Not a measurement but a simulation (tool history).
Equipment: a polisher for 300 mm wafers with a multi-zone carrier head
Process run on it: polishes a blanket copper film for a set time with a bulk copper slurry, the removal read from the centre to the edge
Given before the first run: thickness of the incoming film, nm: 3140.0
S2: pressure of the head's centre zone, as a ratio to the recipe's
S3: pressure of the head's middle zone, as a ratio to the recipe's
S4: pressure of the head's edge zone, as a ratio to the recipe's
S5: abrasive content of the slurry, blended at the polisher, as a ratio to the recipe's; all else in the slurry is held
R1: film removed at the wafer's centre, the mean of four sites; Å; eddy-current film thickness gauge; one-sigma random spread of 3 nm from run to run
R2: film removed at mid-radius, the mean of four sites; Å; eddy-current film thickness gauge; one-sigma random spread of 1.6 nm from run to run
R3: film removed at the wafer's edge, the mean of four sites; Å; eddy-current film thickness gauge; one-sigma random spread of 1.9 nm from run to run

run 1 hour=0 | flow_of_slurry_(ml/min)=240 S2=1 S3=1 S4=1 S5=1 polishing_time_(s)=31 | R1=3064.8 R2=3096.7 R3=3078.8
run 2 hour=1.7 | flow_of_slurry_(ml/min)=240 S2=1 S3=1 S4=1 S5=0.85 polishing_time_(s)=31 | R1=2927.6 R2=2971.4 R3=2941.8
run 3 hour=9.4 | flow_of_slurry_(ml/min)=230 S2=1 S3=0.94 S4=0.96 S5=0.75 polishing_time_(s)=31 | R1=2854.7 R2=2726.8 R3=2821.3
run 4 hour=15.6 | flow_of_slurry_(ml/min)=230 S2=1 S3=0.94 S4=0.96 S5=0.75 polishing_time_(s)=34 | R1=3166.9 R2=2945.1 R3=3090.5
run 5 hour=16.4 | flow_of_slurry_(ml/min)=230 S2=1.03 S3=0.94 S4=0.96 S5=0.75 polishing_time_(s)=34 | R1=3220.6 R2=2977.6 R3=3085.4
run 6 hour=20.4 | flow_of_slurry_(ml/min)=230 S2=0.96 S3=0.94 S4=0.96 S5=0.75 polishing_time_(s)=34 | R1=3094.1 R2=2967.9 R3=3126.8
run 7 hour=26.7 | flow_of_slurry_(ml/min)=195 S2=0.99 S3=0.84 S4=0.86 S5=0.5 polishing_time_(s)=30 | R1=2482.1 R2=2154.7 R3=2394.9
run 8 hour=29 | flow_of_slurry_(ml/min)=210 S2=1 S3=0.85 S4=0.87 S5=0.5 polishing_time_(s)=30 | R1=2553 R2=2194.4 R3=2388.3
run 9 hour=32.3 | flow_of_slurry_(ml/min)=215 S2=1 S3=0.85 S4=0.88 S5=0.5 polishing_time_(s)=30 | R1=2515.5 R2=2198 R3=2435.5

Run 10 comes next. What will it give?
run 10 hour=34.4 | flow_of_slurry_(ml/min)=245 S2=1.04 S3=0.88 S4=0.88 S5=0.55 polishing_time_(s)=30 | R1=? R2=? R3=?

{"run 10": {"R1": 2680.7, "R2": 2345, "R3": 2457.7}}
